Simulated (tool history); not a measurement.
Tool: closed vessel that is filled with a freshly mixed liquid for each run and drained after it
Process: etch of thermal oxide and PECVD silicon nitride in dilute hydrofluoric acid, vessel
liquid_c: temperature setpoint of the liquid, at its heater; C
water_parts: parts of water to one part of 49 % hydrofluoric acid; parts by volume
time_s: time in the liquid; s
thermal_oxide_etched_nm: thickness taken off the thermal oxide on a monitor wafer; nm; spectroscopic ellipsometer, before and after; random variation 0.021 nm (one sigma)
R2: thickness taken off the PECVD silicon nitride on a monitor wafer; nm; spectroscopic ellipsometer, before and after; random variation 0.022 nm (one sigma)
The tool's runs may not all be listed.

{"run": 1, "day": 0.0, "liquid_c": 26.0, "water_parts": 100, "time_s": 85, "thermal_oxide_etched_nm": 4.3866, "R2": 5.4913}
{"run": 2, "day": 0.067, "liquid_c": 26.0, "water_parts": 100, "time_s": 55, "thermal_oxide_etched_nm": 2.8412, "R2": 3.5367}
{"run": 3, "day": 0.296, "liquid_c": 26.0, "water_parts": 100, "time_s": 75, "thermal_oxide_etched_nm": 3.8841, "R2": 4.8109}
{"run": 4, "day": 0.617, "liquid_c": 26.0, "water_parts": 100, "time_s": 45, "thermal_oxide_etched_nm": 2.339, "R2": 2.9087}
{"run": 5, "day": 0.954, "liquid_c": 27.5, "water_parts": 90, "time_s": 45, "thermal_oxide_etched_nm": 2.808, "R2": 3.5435}
{"run": 6, "day": 0.996, "liquid_c": 27.5, "water_parts": 90, "time_s": 75, "thermal_oxide_etched_nm": 4.6705, "R2": 5.9152}
{"run": 7, "day": 1.171, "liquid_c": 27.5, "water_parts": 100, "time_s": 75, "thermal_oxide_etched_nm": 4.1609, "R2": 5.372}
{"run": 8, "day": 1.521, "liquid_c": 27.5, "water_parts": 105, "time_s": 75, "thermal_oxide_etched_nm": 3.8759, "R2": 5.0122}

Run 9 comes next. What will it give?
{"run": 9, "day": 1.838, "liquid_c": 28.0, "water_parts": 110, "time_s": 75, "thermal_oxide_etched_nm": "?", "R2": "?"}

{"run 9": {"thermal_oxide_etched_nm": 3.8095, "R2": 5.009}}
